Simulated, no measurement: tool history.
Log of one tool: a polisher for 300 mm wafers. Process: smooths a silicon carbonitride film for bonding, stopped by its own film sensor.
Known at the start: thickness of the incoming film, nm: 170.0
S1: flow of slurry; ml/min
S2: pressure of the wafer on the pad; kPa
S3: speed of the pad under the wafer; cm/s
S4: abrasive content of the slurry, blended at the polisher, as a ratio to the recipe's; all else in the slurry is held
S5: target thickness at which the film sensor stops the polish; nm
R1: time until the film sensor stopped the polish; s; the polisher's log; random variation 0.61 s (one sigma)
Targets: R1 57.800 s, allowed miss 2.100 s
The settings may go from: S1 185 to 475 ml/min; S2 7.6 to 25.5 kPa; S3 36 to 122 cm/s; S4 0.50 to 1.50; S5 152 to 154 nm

run 1 hour=0.0 | S1=305 S2=16.5 S3=78 S4=1.00 S5=152 | R1=79.766
run 2 hour=2.0 | S1=305 S2=17.9 S3=78 S4=1.00 S5=152 | R1=75.905
run 3 hour=4.6 | S1=305 S2=19.3 S3=78 S4=1.00 S5=152 | R1=69.213
run 4 hour=6.3 | S1=255 S2=19.3 S3=78 S4=1.00 S5=152 | R1=70.996
run 5 hour=7.0 | S1=260 S2=20.0 S3=78 S4=1.00 S5=152 | R1=68.940
run 6 hour=11.6 | S1=315 S2=20.0 S3=78 S4=1.00 S5=152 | R1=68.479
run 7 hour=13.6 | S1=315 S2=20.7 S3=78 S4=1.00 S5=152 | R1=66.053
run 8 hour=18.9 | S1=315 S2=21.4 S3=78 S4=1.00 S5=152 | R1=64.322
run 9 hour=24.1 | S1=315 S2=22.1 S3=78 S4=1.00 S5=152 | R1=62.323

4 next moves are on the table. One of them brings every result within its allowed miss. Which?
run A hour=29.3 | S1=300 S2=21.4 S3=66 S4=1.00 S5=154 | R1=?
run B hour=29.3 | S1=340 S2=20.0 S3=90 S4=1.10 S5=154 | R1=?
run C hour=29.3 | S1=220 S2=24.8 S3=78 S4=1.10 S5=153 | R1=?
run D hour=29.3 | S1=325 S2=22.1 S3=82 S4=0.95 S5=153 | R1=?

move=A R1=62.045
move=B R1=52.557
move=C R1=52.533
move=D R1=56.972
A: nearer than the last run, and not there yet
B: takes the result that was furthest off past its target
C: takes the result that was furthest off past its target
D: meets every target
Move D is the one to make.

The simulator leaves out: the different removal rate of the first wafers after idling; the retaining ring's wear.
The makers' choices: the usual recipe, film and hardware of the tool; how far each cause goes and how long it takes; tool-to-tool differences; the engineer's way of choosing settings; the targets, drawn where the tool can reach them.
